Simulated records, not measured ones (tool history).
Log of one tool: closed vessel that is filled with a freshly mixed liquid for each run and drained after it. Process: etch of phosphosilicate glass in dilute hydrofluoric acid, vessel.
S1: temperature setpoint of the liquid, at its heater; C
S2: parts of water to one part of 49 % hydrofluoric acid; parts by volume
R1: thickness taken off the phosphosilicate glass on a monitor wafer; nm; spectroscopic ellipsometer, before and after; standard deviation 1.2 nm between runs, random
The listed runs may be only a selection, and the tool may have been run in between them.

Run 1, day 0.000: S1 21.0 C, S2 110 parts by volume, time in the liquid (s) 95. Result: R1 52.256 nm.
Run 2, day 0.054: S1 21.0 C, S2 110 parts by volume, time in the liquid (s) 105. Result: R1 57.036 nm.
Run 3, day 0.375: S1 19.0 C, S2 110 parts by volume, time in the liquid (s) 105. Result: R1 52.470 nm.
Run 4, day 0.467: S1 19.0 C, S2 110 parts by volume, time in the liquid (s) 95. Result: R1 46.315 nm.
Run 5, day 0.683: S1 19.0 C, S2 110 parts by volume, time in the liquid (s) 95. Result: R1 47.200 nm.
Run 6, day 0.921: S1 19.0 C, S2 125 parts by volume, time in the liquid (s) 95. Result: R1 41.649 nm.
Run 7, day 1.200: S1 21.0 C, S2 105 parts by volume, time in the liquid (s) 95. Result: R1 54.275 nm.
Run 8, day 1.558: S1 22.5 C, S2 95 parts by volume, time in the liquid (s) 95. Result: R1 62.943 nm.
Run 9, day 1.654: S1 26.5 C, S2 50 parts by volume, time in the liquid (s) 95. Result: R1 152.400 nm.
Run 10, day 1.733: S1 26.0 C, S2 50 parts by volume, time in the liquid (s) 95. Result: R1 150.970 nm.
Run 11, day 1.804: S1 25.5 C, S2 50 parts by volume, time in the liquid (s) 95. Result: R1 146.350 nm.
Run 12, day 2.100: S1 25.0 C, S2 50 parts by volume, time in the liquid (s) 95. Result: R1 143.390 nm.
Run 13, day 2.154: S1 24.5 C, S2 50 parts by volume, time in the liquid (s) 95. Result: R1 141.450 nm.

Run 14, settings as shown, results not yet in. Your forecast:
Run 14, day 2.238: S1 24.0 C, S2 50 parts by volume, time in the liquid (s) 95. Result: R1 ?.

R1: 138.470 nm

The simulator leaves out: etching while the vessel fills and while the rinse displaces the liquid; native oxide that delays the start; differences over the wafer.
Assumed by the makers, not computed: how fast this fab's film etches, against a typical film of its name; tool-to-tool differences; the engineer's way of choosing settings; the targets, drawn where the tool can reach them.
